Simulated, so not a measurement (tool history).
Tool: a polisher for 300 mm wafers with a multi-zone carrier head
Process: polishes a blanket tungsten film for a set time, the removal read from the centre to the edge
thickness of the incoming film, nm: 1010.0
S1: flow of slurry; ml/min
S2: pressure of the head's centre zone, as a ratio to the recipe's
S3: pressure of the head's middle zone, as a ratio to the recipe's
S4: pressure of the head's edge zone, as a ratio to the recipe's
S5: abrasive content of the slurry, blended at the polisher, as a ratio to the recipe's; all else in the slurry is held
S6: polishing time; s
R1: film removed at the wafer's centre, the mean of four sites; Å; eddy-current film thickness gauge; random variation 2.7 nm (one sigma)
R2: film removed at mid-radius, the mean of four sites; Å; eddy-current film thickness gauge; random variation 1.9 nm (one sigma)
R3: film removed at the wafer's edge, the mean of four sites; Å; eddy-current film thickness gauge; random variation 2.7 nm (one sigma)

run  hour   S1    S2    S3    S4    S5  S6      R1      R2      R3
  1     0  170     1     1     1     1  35  2374.7    2374  2430.6
  2   2.4  170  1.01     1  0.98  0.95  35  2307.7  2339.8  2395.2
  3   7.4  175  1.03     1  0.96   0.9  34  2270.3  2241.6  2230.2
  4  12.1  175  1.03  0.99  0.94  0.85  34  2270.8  2179.7  2236.6
  5  19.5  175  1.04     1  0.93   0.8  34  2183.7    2134  2112.7
  6  27.6  170  1.05     1  0.92   0.8  34  2223.4    2135  2122.4
  7  29.7  170  1.05     1  0.91  0.75  34  2200.6    2052  2009.3
  8  32.6  165  1.04     1   0.9  0.75  34  2115.5    2061  2028.6
  9  39.6  160  1.05     1  0.89  0.75  34  2152.4  2052.4  2009.4

The next listed run, before its measurement:
 10  48.2  155  1.05   1  0.88  0.75  34   ?   ?   ?

Run 10 gave R1 2128.3 Å, R2 2036.5 Å, R3 2016.1 Å.
